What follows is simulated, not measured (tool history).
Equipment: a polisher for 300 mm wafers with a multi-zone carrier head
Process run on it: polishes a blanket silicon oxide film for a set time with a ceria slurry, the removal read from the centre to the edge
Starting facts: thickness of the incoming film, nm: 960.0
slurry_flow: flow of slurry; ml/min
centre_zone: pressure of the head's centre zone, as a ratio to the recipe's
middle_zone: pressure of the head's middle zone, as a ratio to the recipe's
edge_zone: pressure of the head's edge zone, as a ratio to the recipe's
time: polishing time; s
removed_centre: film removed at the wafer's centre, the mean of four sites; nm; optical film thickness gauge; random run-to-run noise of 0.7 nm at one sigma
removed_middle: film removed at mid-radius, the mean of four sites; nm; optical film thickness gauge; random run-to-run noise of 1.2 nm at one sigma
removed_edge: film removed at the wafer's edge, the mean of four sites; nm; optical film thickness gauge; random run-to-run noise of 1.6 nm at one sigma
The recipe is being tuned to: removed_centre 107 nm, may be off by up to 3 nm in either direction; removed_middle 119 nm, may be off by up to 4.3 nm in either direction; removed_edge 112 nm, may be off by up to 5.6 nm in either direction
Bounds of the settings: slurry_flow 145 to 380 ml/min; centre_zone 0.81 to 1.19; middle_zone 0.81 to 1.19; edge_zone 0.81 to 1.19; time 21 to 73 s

run,hour,slurry_flow,centre_zone,middle_zone,edge_zone,time,removed_centre,removed_middle,removed_edge
1,0,245,1,1,1,47,148.9,145.9,160.99
2,5,245,0.99,1.01,0.98,45,141.74,143.56,148.38
3,6.2,245,0.99,1.01,1.06,45,141.26,141.64,155.06
4,7.3,245,0.98,1.01,1.04,44,137.16,136.9,150.59
# hour 8.4: edge zone pressure recalibrated
5,8.4,245,0.97,1.01,1.02,43,134.26,135.03,139.03
6,15.2,245,0.97,1.01,1.02,38,118.01,119.57,125.56
7,16.9,240,0.96,1.01,1.01,38,115.88,118.43,122.5
8,21.1,235,0.95,1.02,1,38,112.33,117.23,121.54

4 candidate next runs follow, results not yet known. Just one meets every target within its allowed miss. Identify it.
A,25.3,245,1.03,1.06,1.01,36,?,?,?
B,25.3,265,1.03,0.95,0.93,36,?,?,?
C,25.3,205,0.94,1.09,0.94,37,?,?,?
D,25.3,375,1.14,1.09,0.89,31,?,?,?

move,removed_centre,removed_middle,removed_edge
A,117.98,117.68,117.43
B,119.06,108.66,113.83
C,108.66,121.03,114.6
D,116.87,108.01,98.29
A: moves away from the targets compared with the last run
B: moves away from the targets compared with the last run
C: hits every target within its allowed miss
D: moves away from the targets compared with the last run
Correct choice: C, which meets every target
